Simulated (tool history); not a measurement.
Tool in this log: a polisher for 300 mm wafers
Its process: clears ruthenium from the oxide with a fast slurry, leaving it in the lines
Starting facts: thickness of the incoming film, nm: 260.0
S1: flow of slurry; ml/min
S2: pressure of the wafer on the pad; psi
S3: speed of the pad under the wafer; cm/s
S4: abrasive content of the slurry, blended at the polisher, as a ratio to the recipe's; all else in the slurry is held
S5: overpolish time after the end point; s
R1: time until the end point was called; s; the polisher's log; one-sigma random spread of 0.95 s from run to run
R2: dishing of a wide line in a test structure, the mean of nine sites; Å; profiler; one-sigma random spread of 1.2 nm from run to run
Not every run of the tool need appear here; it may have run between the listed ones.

run 1 hour=0.0 | S1=195 S2=3.1 S3=128 S4=1.0 S5=14 | R1=37.171 R2=569.24
run 2 hour=4.4 | S1=195 S2=3.1 S3=128 S4=1.0 S5=12 | R1=38.260 R2=520.38
run 3 hour=5.7 | S1=195 S2=2.8 S3=128 S4=1.0 S5=14 | R1=41.526 R2=554.27
run 4 hour=9.7 | S1=195 S2=2.6 S3=128 S4=1.0 S5=15 | R1=43.184 R2=579.05
run 5 hour=12.2 | S1=195 S2=3.2 S3=128 S4=1.0 S5=15 | R1=37.458 R2=629.84
run 6 hour=12.9 | S1=195 S2=3.2 S3=102 S4=1.0 S5=15 | R1=46.733 R2=535.27
run 7 hour=20.9 | S1=195 S2=3.0 S3=102 S4=1.0 S5=16 | R1=49.196 R2=537.57
run 8 hour=24.2 | S1=195 S2=2.9 S3=102 S4=1.0 S5=17 | R1=50.134 R2=572.14
run 9 hour=33.0 | S1=195 S2=2.8 S3=102 S4=1.0 S5=18 | R1=51.110 R2=587.37

Run 10 comes next. What will it give?
run 10 hour=36.6 | S1=195 S2=2.7 S3=102 S4=1.0 S5=19 | R1=? R2=?

{"run 10": {"R1": 53.851, "R2": 575.98}}
